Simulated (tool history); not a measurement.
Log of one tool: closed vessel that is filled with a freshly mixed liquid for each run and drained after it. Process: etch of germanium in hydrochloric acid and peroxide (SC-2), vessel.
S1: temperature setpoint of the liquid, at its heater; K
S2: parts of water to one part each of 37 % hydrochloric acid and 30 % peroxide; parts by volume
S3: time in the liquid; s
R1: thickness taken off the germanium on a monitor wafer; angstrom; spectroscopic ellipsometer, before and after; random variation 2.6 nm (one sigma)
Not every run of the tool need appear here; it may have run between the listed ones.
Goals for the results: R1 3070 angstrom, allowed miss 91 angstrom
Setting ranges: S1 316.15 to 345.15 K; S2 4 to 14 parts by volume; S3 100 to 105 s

| run | day | S1 | S2 | S3 | R1 |
|---|---|---|---|---|---|
| 1 | 0 | 332.15 | 7.5 | 100 | 2151.5 |
| 2 | 0.121 | 332.15 | 7.5 | 105 | 2291.7 |
| 3 | 0.225 | 335.15 | 7.5 | 105 | 2465 |
| 4 | 0.475 | 335.15 | 7.5 | 105 | 2481.5 |
| 5 | 0.629 | 337.65 | 7.5 | 105 | 2687.6 |
| 6 | 0.746 | 339.15 | 7.5 | 105 | 2749.1 |
| 7 | 0.975 | 340.15 | 7.5 | 105 | 2859 |
| 8 | 1.238 | 340.65 | 7.5 | 105 | 2916.8 |

Which single option among these 4 for the next run brings every result within its allowed miss of target? Just one does.
| A | 1.5 | 344.65 | 8 | 105 | ? |
| B | 1.5 | 342.15 | 10 | 100 | ? |
| C | 1.5 | 345.15 | 9.5 | 105 | ? |
| D | 1.5 | 341.65 | 6 | 105 | ? |

| move | R1 |
|---|---|
| A | 3213.7 |
| B | 2788.8 |
| C | 3199.2 |
| D | 3019.6 |
A: moves the result that the last run missed by most past its target, out the other side
B: further off than the last run
C: moves the result that the last run missed by most past its target, out the other side
D: each result inside its tolerance
D is the move that brings every result within its allowed miss.
